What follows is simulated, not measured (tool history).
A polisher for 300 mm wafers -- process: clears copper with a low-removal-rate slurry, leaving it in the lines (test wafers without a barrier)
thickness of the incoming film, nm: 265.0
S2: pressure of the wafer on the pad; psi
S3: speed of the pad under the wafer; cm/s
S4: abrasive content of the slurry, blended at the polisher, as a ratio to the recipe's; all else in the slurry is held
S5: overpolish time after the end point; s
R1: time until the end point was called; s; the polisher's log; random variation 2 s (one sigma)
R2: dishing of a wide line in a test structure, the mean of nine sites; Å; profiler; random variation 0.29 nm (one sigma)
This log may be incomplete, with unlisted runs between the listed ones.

{"run": 1, "day": 0.0, "flow of slurry (ml/min)": 295, "S2": 2.1, "S3": 102, "S4": 1.0, "S5": 14, "R1": 145.4, "R2": 214.71}
{"run": 2, "day": 0.271, "flow of slurry (ml/min)": 295, "S2": 1.6, "S3": 102, "S4": 1.0, "S5": 14, "R1": 171.19, "R2": 184.36}
{"run": 3, "day": 0.471, "flow of slurry (ml/min)": 255, "S2": 1.6, "S3": 102, "S4": 1.0, "S5": 14, "R1": 176.52, "R2": 181.02}
{"run": 4, "day": 0.833, "flow of slurry (ml/min)": 265, "S2": 1.8, "S3": 102, "S4": 1.0, "S5": 13, "R1": 159.01, "R2": 183.83}
{"run": 5, "day": 1.012, "flow of slurry (ml/min)": 265, "S2": 1.9, "S3": 102, "S4": 1.0, "S5": 12, "R1": 158.2, "R2": 175.78}
{"run": 6, "day": 1.046, "flow of slurry (ml/min)": 265, "S2": 1.6, "S3": 102, "S4": 1.0, "S5": 12, "R1": 170.87, "R2": 159.03}
{"run": 7, "day": 1.354, "flow of slurry (ml/min)": 265, "S2": 1.8, "S3": 102, "S4": 1.0, "S5": 12, "R1": 156.8, "R2": 170.73}
{"run": 8, "day": 1.45, "flow of slurry (ml/min)": 265, "S2": 1.9, "S3": 102, "S4": 1.0, "S5": 12, "R1": 157.05, "R2": 174.58}

What will run 9 give?
{"run": 9, "day": 1.796, "flow of slurry (ml/min)": 270, "S2": 2.0, "S3": 102, "S4": 1.0, "S5": 12, "R1": "?", "R2": "?"}

R1: 148.12 s
R2: 180.77 Å
